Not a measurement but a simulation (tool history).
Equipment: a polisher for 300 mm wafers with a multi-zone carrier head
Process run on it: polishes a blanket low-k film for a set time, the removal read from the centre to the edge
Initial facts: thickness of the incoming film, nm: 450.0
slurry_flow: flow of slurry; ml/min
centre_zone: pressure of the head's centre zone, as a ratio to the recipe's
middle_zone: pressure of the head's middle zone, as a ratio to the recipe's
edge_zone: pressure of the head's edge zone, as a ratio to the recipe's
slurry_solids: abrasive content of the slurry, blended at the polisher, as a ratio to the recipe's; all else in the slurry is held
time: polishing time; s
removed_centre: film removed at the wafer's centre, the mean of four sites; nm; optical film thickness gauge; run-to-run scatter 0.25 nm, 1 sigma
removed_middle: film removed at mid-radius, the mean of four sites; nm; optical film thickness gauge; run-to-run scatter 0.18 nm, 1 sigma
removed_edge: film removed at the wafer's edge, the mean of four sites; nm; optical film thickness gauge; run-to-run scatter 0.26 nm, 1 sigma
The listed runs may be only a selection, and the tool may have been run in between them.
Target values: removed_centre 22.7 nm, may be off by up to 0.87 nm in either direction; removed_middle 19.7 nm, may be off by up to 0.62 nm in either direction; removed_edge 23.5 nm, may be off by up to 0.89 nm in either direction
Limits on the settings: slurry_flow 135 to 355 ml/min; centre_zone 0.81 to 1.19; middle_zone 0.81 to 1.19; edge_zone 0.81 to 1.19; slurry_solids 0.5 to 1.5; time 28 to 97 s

| run | day | slurry_flow | centre_zone | middle_zone | edge_zone | slurry_solids | time | removed_centre | removed_middle | removed_edge |
|---|---|---|---|---|---|---|---|---|---|---|
| 1 | 0 | 225 | 1 | 1 | 1 | 1 | 62 | 16.524 | 16.422 | 17.753 |
| 2 | 0.3 | 225 | 1.01 | 1 | 1.02 | 1.05 | 62 | 16.76 | 16.567 | 17.979 |
| 3 | 0.35 | 225 | 1.01 | 1 | 0.97 | 1.05 | 62 | 16.432 | 17.002 | 17.59 |
| 4 | 0.412 | 195 | 1.01 | 1 | 0.97 | 1.05 | 62 | 16.462 | 16.261 | 17.009 |
| 5 | 0.558 | 205 | 1.02 | 1 | 0.99 | 1.1 | 62 | 16.79 | 16.624 | 17.557 |
| 6 | 0.921 | 215 | 1.03 | 1 | 1.01 | 1.15 | 62 | 17.512 | 17.295 | 18.054 |
| 7 | 1.038 | 225 | 1.04 | 0.99 | 1.03 | 1.15 | 62 | 17.634 | 16.984 | 18.749 |
| 8 | 1.271 | 230 | 1.05 | 0.99 | 1.04 | 1.2 | 62 | 18.524 | 17.529 | 19.166 |
| 9 | 1.354 | 240 | 1.06 | 0.99 | 1.05 | 1.2 | 62 | 18.554 | 17.647 | 19.147 |
| 10 | 1.671 | 215 | 1.11 | 0.92 | 1.15 | 1.45 | 65 | 21.653 | 18.252 | 22.697 |

4 candidate next runs follow, results not yet known. Just one meets every target within its allowed miss. Identify it.
| A | 1.988 | 300 | 1.09 | 0.94 | 1.14 | 1.35 | 68 | ? | ? | ? |
| B | 1.988 | 255 | 1.05 | 0.94 | 1.19 | 1.45 | 64 | ? | ? | ? |
| C | 1.988 | 215 | 1.12 | 0.87 | 1.15 | 1.5 | 63 | ? | ? | ? |
| D | 1.988 | 240 | 1.13 | 0.93 | 1.19 | 1.45 | 65 | ? | ? | ? |

| move | removed_centre | removed_middle | removed_edge |
|---|---|---|---|
| A | 22.716 | 19.793 | 24.129 |
| B | 20.685 | 18.753 | 23.5 |
| C | 21.412 | 17.105 | 22.595 |
| D | 22.427 | 18.724 | 23.733 |
A: every result lands within tolerance
B: neither nearer nor further off than the last run
C: misses by more than the last run did
D: nearer the targets than the last run, but a result is still out of spec
Move A is the one to make.
